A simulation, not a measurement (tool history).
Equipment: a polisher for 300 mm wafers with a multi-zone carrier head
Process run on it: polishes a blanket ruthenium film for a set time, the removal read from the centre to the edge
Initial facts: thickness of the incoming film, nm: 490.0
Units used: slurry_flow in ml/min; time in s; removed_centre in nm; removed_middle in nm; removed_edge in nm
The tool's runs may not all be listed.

run  hour  slurry_flow  centre_zone  middle_zone  edge_zone  time  removed_centre  removed_middle  removed_edge
  1     0          315            1            1          1    78          94.777          92.837        93.285
  2   7.5          315            1         0.92          1    78          94.842          86.622        92.375
  3  16.4          305         1.02         0.89       0.98    71           87.43          75.542        84.971
  4  20.1          305         1.02         0.89       0.98    83          102.17          87.548        97.429
  5  28.2          305         1.02         0.89       0.98    68          83.695          72.165        81.129
  6  35.6          305         0.94         0.89       0.98    68          78.015          73.109         80.42
  7  42.7          315         0.99         0.88       0.93    64          76.717          67.469        75.487
  8    51          315         1.03         0.88       0.89    61           76.54          64.823        70.847

Run 9 comes next. What will it give?
  9  55.8          305         1.05         0.86       0.87    60               ?               ?             ?

{"run 9": {"removed_centre": 75.927, "removed_middle": 62.219, "removed_edge": 68.014}}

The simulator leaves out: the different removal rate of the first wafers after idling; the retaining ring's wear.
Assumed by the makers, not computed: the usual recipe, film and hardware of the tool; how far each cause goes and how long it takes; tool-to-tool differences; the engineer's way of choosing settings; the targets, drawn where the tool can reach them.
